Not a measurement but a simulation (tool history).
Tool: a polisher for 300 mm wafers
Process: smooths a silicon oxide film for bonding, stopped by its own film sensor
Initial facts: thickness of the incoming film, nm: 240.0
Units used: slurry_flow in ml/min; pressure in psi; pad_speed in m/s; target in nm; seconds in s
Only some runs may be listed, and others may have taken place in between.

run    day  slurry_flow  pressure  pad_speed  slurry_solids  target  seconds
  1      0          315       1.4        1.1              1     190   75.715
  2  0.254          315       1.3       1.08              1     190   80.572
  3  0.529          315       1.2       1.06              1     190   88.242
  4  0.812          315       1.1       1.06              1     190   95.322
  5  1.004          245       1.1       1.06              1     190   100.57
  6  1.192          245       1.1       1.28              1     190   85.555

Forecast run 7:
  7  1.404          245         1       1.26              1     190        ?

Run 7 came out at seconds 95.124 s.

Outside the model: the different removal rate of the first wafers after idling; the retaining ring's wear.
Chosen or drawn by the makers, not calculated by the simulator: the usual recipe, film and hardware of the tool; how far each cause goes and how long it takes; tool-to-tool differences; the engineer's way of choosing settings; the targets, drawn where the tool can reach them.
